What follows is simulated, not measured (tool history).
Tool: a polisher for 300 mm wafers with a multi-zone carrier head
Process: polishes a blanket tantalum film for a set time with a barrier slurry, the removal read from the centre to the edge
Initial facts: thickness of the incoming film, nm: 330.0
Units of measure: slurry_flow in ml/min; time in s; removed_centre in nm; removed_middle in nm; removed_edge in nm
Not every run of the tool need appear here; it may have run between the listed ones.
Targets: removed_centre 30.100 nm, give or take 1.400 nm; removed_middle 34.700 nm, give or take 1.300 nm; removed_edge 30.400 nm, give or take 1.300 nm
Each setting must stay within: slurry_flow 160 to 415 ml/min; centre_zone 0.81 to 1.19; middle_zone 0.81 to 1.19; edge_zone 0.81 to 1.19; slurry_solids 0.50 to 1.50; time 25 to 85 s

run   hour  slurry_flow  centre_zone  middle_zone  edge_zone  slurry_solids  time  removed_centre  removed_middle  removed_edge
  1    0.0          265         1.00         1.00       1.00           1.00    55          65.870          63.484        60.554
  2    6.0          265         1.00         1.00       1.00           1.00    60          73.320          69.407        68.254
  3   12.6          265         1.00         0.94       1.00           1.00    60          73.571          66.346        66.147
  4   13.9          265         1.00         0.94       1.03           1.00    60          71.530          65.876        66.786
  5   21.4          265         1.00         0.98       1.03           1.00    60          72.221          67.650        67.903
  6   29.2          265         0.96         0.98       1.01           0.85    52          56.925          54.985        54.743
  7   30.4          265         0.93         1.01       0.97           0.75    46          46.748          47.804        44.823
  8   36.8          260         0.90         1.01       0.95           0.70    43          39.531          43.444        39.034
  9   44.3          230         0.82         0.91       0.85           0.50    42          29.606          30.569        30.409
 10   50.0          240         0.82         0.94       0.85           0.50    41          28.253          31.213        29.194
 11   51.6          245         0.83         0.95       0.86           0.50    41          29.429          31.940        29.275
 12   58.6          250         0.83         0.96       0.87           0.50    41          28.611          31.910        29.173
 13   66.5          250         0.84         0.97       0.88           0.50    41          29.545          31.940        29.428
 14   70.1          250         0.84         0.99       0.89           0.50    41          30.000          32.763        29.344
 15   78.0          260         0.81         1.03       0.94           0.55    41          30.440          36.325        33.460
 16   86.7          260         0.81         1.02       0.92           0.55    41          29.984          36.211        32.450
 17   93.2          255         0.82         1.02       0.91           0.55    41          30.648          35.833        31.710
 18   94.3          255         0.82         1.02       0.90           0.55    41          30.538          35.918        32.535
 19  100.2          250         0.87         1.06       0.88           0.50    38          28.096          31.767        27.595
 20  101.1          260         0.87         1.06       0.90           0.50    38          28.215          32.015        27.930
 21  102.6          265         0.87         1.07       0.92           0.50    38          28.070          32.496        28.498
 22  108.6          265         0.88         1.08       0.93           0.50    38          28.972          33.035        27.764
 23  113.6          265         0.87         1.07       0.95           0.50    38          27.692          32.350        27.917
 24  121.2          275         0.87         1.06       0.95           0.50    38          28.621          31.928        28.619
     127.7  -- centre zone pressure recalibrated
 25  127.7          275         0.87         1.07       0.96           0.50    38          26.754          32.206        28.767
 26  134.8          275         0.88         1.07       0.96           0.50    38          27.585          32.946        29.309
 27  140.5          275         0.89         1.07       0.96           0.50    38          27.102          32.265        29.048
 28  143.9          275         0.90         1.07       0.96           0.50    38          27.935          32.697        29.421

Of the 4 settings listed for the next run, only one would bring every result within its allowed miss of target. Which one?
  A  147.3          320         0.83         1.13       1.02           0.50    38               ?               ?             ?
  B  147.3          250         0.85         1.05       0.96           0.60    31               ?               ?             ?
  C  147.3          300         0.92         1.08       0.95           0.55    37               ?               ?             ?
  D  147.3          225         0.84         0.97       0.94           0.60    35               ?               ?             ?

move  removed_centre  removed_middle  removed_edge
   A          25.904          35.105        29.956
   B          23.730          29.586        26.315
   C          29.720          34.944        30.036
   D          26.037          30.792        29.130
A: misses by more than the last run did
B: misses by more than the last run did
C: meets every target
D: misses by more than the last run did
Answer: C
